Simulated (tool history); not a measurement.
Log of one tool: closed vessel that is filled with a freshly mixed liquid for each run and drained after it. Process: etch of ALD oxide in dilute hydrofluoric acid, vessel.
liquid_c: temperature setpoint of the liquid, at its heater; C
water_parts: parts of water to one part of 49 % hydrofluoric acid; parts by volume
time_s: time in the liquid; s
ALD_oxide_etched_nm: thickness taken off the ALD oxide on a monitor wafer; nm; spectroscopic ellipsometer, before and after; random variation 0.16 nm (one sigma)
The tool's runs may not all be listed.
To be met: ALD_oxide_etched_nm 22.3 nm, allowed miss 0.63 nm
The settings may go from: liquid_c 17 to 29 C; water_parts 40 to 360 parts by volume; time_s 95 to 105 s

run,hour,liquid_c,water_parts,time_s,ALD_oxide_etched_nm
1,0,21,200,95,8.5924
2,8.7,23.5,165,95,11.958
3,12.1,23.5,165,95,12.04
4,17.8,23.5,135,95,15.273
5,25,23.5,135,95,15.135
6,28.2,23.5,65,95,34.694
7,32.2,23.5,80,95,26.968
8,34.7,22.5,85,95,24.45
9,40.1,22,85,95,24.058
10,42,21.5,85,95,23.438

5 next moves are on the table. One of them brings every result within its allowed miss. Which?
A,43.9,23,95,95,?
B,43.9,25,105,105,?
C,43.9,18.5,80,105,?
D,43.9,22.5,90,100,?
E,43.9,22,85,95,?

move,ALD_oxide_etched_nm
A,21.965
B,23.486
C,24.377
D,24.063
E,23.861
A: meets every target
B: as far off as the last run
C: further off than the last run
D: further off than the last run
E: further off than the last run
Move A is the one to make.
